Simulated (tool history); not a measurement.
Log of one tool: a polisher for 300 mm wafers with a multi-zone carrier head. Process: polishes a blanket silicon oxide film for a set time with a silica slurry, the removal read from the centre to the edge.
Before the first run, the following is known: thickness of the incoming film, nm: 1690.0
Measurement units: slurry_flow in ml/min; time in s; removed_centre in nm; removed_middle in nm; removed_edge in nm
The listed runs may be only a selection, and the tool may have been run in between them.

{"run": 1, "day": 0.0, "slurry_flow": 225, "centre_zone": 1, "middle_zone": 1, "edge_zone": 1, "slurry_solids": 1, "time": 66, "removed_centre": 236.91, "removed_middle": 233.11, "removed_edge": 257.02}
{"run": 2, "day": 0.058, "slurry_flow": 225, "centre_zone": 0.97, "middle_zone": 1, "edge_zone": 1, "slurry_solids": 1, "time": 66, "removed_centre": 228.46, "removed_middle": 241.92, "removed_edge": 259.95}
{"run": 3, "day": 0.121, "slurry_flow": 225, "centre_zone": 0.99, "middle_zone": 1.02, "edge_zone": 0.98, "slurry_solids": 0.95, "time": 64, "removed_centre": 222.11, "removed_middle": 228.45, "removed_edge": 241.18}
{"run": 4, "day": 0.217, "slurry_flow": 225, "centre_zone": 1, "middle_zone": 1.03, "edge_zone": 0.96, "slurry_solids": 0.9, "time": 62, "removed_centre": 214.39, "removed_middle": 220.95, "removed_edge": 228.76}
{"run": 5, "day": 0.396, "slurry_flow": 225, "centre_zone": 1, "middle_zone": 1.11, "edge_zone": 0.96, "slurry_solids": 0.9, "time": 62, "removed_centre": 215.53, "removed_middle": 233.2, "removed_edge": 228.63}
{"run": 6, "day": 0.638, "slurry_flow": 225, "centre_zone": 1, "middle_zone": 1.11, "edge_zone": 0.96, "slurry_solids": 0.9, "time": 78, "removed_centre": 266.62, "removed_middle": 298.26, "removed_edge": 285.5}
{"run": 7, "day": 0.933, "slurry_flow": 225, "centre_zone": 1.01, "middle_zone": 1.11, "edge_zone": 0.94, "slurry_solids": 0.85, "time": 74, "removed_centre": 249.89, "removed_middle": 280.45, "removed_edge": 260.26}
{"run": 8, "day": 1.15, "slurry_flow": 225, "centre_zone": 1.02, "middle_zone": 1.1, "edge_zone": 0.93, "slurry_solids": 0.8, "time": 70, "removed_centre": 232.62, "removed_middle": 257.88, "removed_edge": 239.25}
{"run": 9, "day": 1.4, "slurry_flow": 225, "centre_zone": 1.04, "middle_zone": 1.09, "edge_zone": 0.92, "slurry_solids": 0.75, "time": 67, "removed_centre": 222.97, "removed_middle": 225.1, "removed_edge": 220.9}
{"run": 10, "day": 1.667, "slurry_flow": 275, "centre_zone": 1.08, "middle_zone": 1.19, "edge_zone": 0.82, "slurry_solids": 0.5, "time": 49, "removed_centre": 145.52, "removed_middle": 154.31, "removed_edge": 128.96}
{"run": 11, "day": 1.942, "slurry_flow": 275, "centre_zone": 1.09, "middle_zone": 1.18, "edge_zone": 0.83, "slurry_solids": 0.5, "time": 49, "removed_centre": 140.79, "removed_middle": 150.91, "removed_edge": 129.96}
{"run": 12, "day": 2.183, "slurry_flow": 275, "centre_zone": 1.1, "middle_zone": 1.17, "edge_zone": 0.83, "slurry_solids": 0.5, "time": 49, "removed_centre": 139.34, "removed_middle": 152.91, "removed_edge": 129.84}
{"run": 13, "day": 2.204, "slurry_flow": 255, "centre_zone": 1.08, "middle_zone": 1.17, "edge_zone": 0.83, "slurry_solids": 0.5, "time": 49, "removed_centre": 138.09, "removed_middle": 150.95, "removed_edge": 129.97}

Run 14 comes next. What will it give?
{"run": 14, "day": 2.362, "slurry_flow": 265, "centre_zone": 1.09, "middle_zone": 1.16, "edge_zone": 0.83, "slurry_solids": 0.5, "time": 49, "removed_centre": "?", "removed_middle": "?", "removed_edge": "?"}

removed_centre: 145.03 nm
removed_middle: 152.07 nm
removed_edge: 130.75 nm

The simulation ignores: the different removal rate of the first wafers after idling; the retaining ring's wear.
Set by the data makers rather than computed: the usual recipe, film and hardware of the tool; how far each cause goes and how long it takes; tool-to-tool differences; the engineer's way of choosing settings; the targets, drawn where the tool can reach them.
